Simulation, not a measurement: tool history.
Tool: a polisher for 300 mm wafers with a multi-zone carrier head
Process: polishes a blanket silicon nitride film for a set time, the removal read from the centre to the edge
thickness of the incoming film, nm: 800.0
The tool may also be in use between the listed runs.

run	day	flow of slurry (ml/min)	pressure of the head's centre zone	pressure of the head's middle zone	pressure of the head's edge zone	polishing time (s)	film removed at the wafer's centre (nm)	film removed at mid-radius (nm)	film removed at the wafer's edge (nm)
1	0.000	165	1.00	1.00	1.00	42	85.077	84.046	87.547
2	0.312	165	1.00	1.00	0.94	42	83.793	83.935	83.593
3	0.604	185	1.00	1.00	0.94	42	87.351	86.163	86.528
4	0.658	195	1.02	1.01	0.97	42	89.932	88.074	88.394
5	0.692	200	1.04	1.01	1.00	42	92.555	89.977	89.297
6	0.842	185	1.04	1.01	1.00	42	91.384	88.571	87.165

Forecast run 7:
7	1.100	195	1.05	1.00	1.02	43	?	?	?

film removed at the wafer's centre (nm): 93.173
film removed at mid-radius (nm): 89.833
film removed at the wafer's edge (nm): 93.675
